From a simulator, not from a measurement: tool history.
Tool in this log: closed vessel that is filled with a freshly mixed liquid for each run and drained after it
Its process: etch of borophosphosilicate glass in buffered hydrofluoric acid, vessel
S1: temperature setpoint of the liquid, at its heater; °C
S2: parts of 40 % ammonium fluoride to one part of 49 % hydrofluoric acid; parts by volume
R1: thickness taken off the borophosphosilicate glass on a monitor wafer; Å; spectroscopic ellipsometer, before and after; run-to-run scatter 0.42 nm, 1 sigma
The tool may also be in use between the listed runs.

run 1 hour=0.0 | S1=22.0 S2=14.5 time_in_the_liquid_(s)=95 | R1=728.78
run 2 hour=4.2 | S1=22.0 S2=10.5 time_in_the_liquid_(s)=95 | R1=1006.10
run 3 hour=11.3 | S1=23.0 S2=10.5 time_in_the_liquid_(s)=95 | R1=1057.70
run 4 hour=12.7 | S1=23.0 S2=10.5 time_in_the_liquid_(s)=100 | R1=1116.80
run 5 hour=18.6 | S1=23.5 S2=10.5 time_in_the_liquid_(s)=100 | R1=1142.10
run 6 hour=20.7 | S1=21.0 S2=10.5 time_in_the_liquid_(s)=100 | R1=999.74

For run 7, what comes out?
run 7 hour=21.7 | S1=22.0 S2=10.5 time_in_the_liquid_(s)=100 | R1=?

{"run 7": {"R1": 1054.1}}
